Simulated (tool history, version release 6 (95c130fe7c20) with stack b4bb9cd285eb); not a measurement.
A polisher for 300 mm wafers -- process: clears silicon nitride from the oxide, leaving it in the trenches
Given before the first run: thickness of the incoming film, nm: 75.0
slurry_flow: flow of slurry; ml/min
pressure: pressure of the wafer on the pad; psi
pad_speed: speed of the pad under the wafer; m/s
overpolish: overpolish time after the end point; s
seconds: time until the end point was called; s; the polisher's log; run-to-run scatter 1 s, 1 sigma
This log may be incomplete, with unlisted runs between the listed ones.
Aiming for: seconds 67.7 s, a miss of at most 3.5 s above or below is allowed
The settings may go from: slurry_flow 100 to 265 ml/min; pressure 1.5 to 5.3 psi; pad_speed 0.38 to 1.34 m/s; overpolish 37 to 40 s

run,hour,slurry_flow,pressure,pad_speed,overpolish,seconds
1,0,170,3.4,0.86,37,81.932
2,6.7,190,3.4,0.86,37,79.987
3,7.5,190,3.5,0.86,37,78.513
4,12.8,190,3.5,0.86,37,77.842
5,17.1,190,3.5,0.66,37,98.239
6,21.9,190,3.7,0.66,37,94.567
7,25.7,190,3.9,0.66,37,91.659
8,26.5,190,3.9,0.66,37,88.016
9,27.1,190,4,0.66,37,88.212
10,29.7,190,4.2,0.66,37,83.926

Below are 4 possible settings for the next run. Only one of them brings all results inside the allowed miss of their targets. Which is it?
A,32.3,175,4.8,0.82,37,?
B,32.3,210,3.7,1.04,37,?
C,32.3,210,5.2,0.64,37,?
D,32.3,190,3.2,0.76,37,?

move,seconds
A,61.159
B,62.745
C,68.323
D,95.959
A: the result that was furthest off in the last run now lies on the other side of its target
B: the result that was furthest off in the last run now lies on the other side of its target
C: in spec on every target
D: its largest miss is bigger than the last run's
C meets every target.
